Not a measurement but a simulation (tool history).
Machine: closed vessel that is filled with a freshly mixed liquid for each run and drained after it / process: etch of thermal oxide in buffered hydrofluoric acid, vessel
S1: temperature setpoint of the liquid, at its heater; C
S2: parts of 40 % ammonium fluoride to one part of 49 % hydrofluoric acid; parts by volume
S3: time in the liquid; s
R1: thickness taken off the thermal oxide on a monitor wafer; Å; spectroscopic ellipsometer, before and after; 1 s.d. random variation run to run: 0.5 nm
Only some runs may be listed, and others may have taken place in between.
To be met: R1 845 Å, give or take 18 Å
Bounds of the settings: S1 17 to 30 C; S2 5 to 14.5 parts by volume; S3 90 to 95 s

| run | hour | S1 | S2 | S3 | R1 |
|---|---|---|---|---|---|
| 1 | 0 | 22 | 9 | 90 | 1045.7 |
| 2 | 2.7 | 21 | 9 | 90 | 997.15 |
| 3 | 6.5 | 19.5 | 9 | 90 | 914.01 |
| 4 | 11.6 | 19.5 | 9 | 90 | 922.71 |
| 5 | 12.5 | 21 | 9 | 90 | 991.62 |
| 6 | 13.3 | 21 | 9 | 90 | 995.23 |
| 7 | 14.4 | 20.5 | 9 | 90 | 969.69 |
| 8 | 22.6 | 20 | 9 | 90 | 936.62 |
| 9 | 24.5 | 19.5 | 9 | 90 | 913.25 |
| 10 | 27.2 | 19 | 9 | 90 | 894.35 |
| 11 | 31.9 | 18.5 | 9 | 90 | 865.99 |

5 candidate next runs follow, results not yet known. Just one meets every target within its allowed miss. Identify it.
| A | 36.6 | 19 | 9 | 90 | ? |
| B | 36.6 | 19 | 9.5 | 95 | ? |
| C | 36.6 | 17 | 9 | 95 | ? |
| D | 36.6 | 17 | 8 | 90 | ? |
| E | 36.6 | 20 | 10 | 90 | ? |

| move | R1 |
|---|---|
| A | 885.13 |
| B | 903.06 |
| C | 834.1 |
| D | 898.02 |
| E | 876.15 |
A: further off than the last run
B: further off than the last run
C: in spec on every target
D: further off than the last run
E: further off than the last run
Go with C: it meets all targets.

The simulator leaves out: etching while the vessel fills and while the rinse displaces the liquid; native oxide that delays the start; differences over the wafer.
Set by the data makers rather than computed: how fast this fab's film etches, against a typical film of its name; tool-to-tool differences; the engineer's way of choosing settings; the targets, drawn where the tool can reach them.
